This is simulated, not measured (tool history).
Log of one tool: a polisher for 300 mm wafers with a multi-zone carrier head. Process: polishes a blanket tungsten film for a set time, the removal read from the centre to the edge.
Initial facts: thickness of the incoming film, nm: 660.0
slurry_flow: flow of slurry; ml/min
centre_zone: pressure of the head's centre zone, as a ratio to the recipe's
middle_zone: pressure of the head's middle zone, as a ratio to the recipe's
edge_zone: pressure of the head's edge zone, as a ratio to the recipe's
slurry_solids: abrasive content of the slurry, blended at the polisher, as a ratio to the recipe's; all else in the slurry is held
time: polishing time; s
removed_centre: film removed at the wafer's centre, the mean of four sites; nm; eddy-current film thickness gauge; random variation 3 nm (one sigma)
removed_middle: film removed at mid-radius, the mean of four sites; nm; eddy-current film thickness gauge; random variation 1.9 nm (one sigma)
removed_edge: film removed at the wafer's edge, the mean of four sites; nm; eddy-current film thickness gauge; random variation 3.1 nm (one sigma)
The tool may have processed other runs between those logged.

run  hour  slurry_flow  centre_zone  middle_zone  edge_zone  slurry_solids  time  removed_centre  removed_middle  removed_edge
  1     0          275            1            1          1              1    37          140.18          133.72        139.15
  2   4.3          335            1            1          1              1    37           145.4           135.1        144.22
  3   5.7          365            1            1          1              1    37           143.8          135.14        142.12
  4   6.3          365            1            1          1              1    44          174.42          162.96        165.11
  5  13.8          365         1.07            1          1              1    44          181.29          161.65        166.17
  6  19.9          365         1.06         1.03       1.02            1.1    45          188.14          173.74        175.57
  7  23.7          370         1.03         1.13       1.08           1.35    50          213.21          218.38        212.07

What does the tool deliver on the next run?
  8  32.2          370         1.03         1.14       1.08            1.4    50               ?               ?             ?

{"run 8": {"removed_centre": 219.77, "removed_middle": 222.85, "removed_edge": 212.52}}
